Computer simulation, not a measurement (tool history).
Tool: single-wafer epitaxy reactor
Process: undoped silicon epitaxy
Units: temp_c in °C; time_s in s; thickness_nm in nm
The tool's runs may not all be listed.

run	hour	temp_c	time_s	thickness_nm
1	0	630	168	17.035
2	0.9	630	189	19.36
3	8.4	627	189	17.783
4	11.6	625	189	16.755
5	14.5	624	189	16.44
6	21.8	623	189	16.029
7	26.7	622	189	15.617
8	29.3	621	189	15.095

The next listed run, before its measurement:
9	36.4	620	189	?

Run 9 gave thickness_nm 14.787 nm.

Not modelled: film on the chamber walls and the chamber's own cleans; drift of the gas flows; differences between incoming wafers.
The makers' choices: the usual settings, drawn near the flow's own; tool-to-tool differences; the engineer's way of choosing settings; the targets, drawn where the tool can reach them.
